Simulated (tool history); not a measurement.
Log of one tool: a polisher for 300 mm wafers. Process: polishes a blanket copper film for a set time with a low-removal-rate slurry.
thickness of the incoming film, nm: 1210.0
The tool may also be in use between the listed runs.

run	hour	flow of slurry (ml/min)	pressure of the wafer on the pad (kPa)	speed of the pad under the wafer (cm/s)	abrasive content of the slurry	polishing time (s)	film removed (nm)
1	0.0	285	22.1	112	1.0	61	186.93
2	7.5	260	22.1	112	1.0	61	186.00
3	15.8	260	17.2	112	1.0	61	159.24
4	22.2	290	17.2	112	1.0	61	159.77
5	30.5	290	15.9	112	1.0	61	146.73
6	36.5	335	15.9	112	1.0	61	151.20
7	38.5	335	14.5	112	1.0	61	142.79
8	41.6	335	13.8	112	1.0	61	138.36

Forecast run 9:
9	47.0	335	13.1	112	1.0	61	?

film removed (nm): 130.80
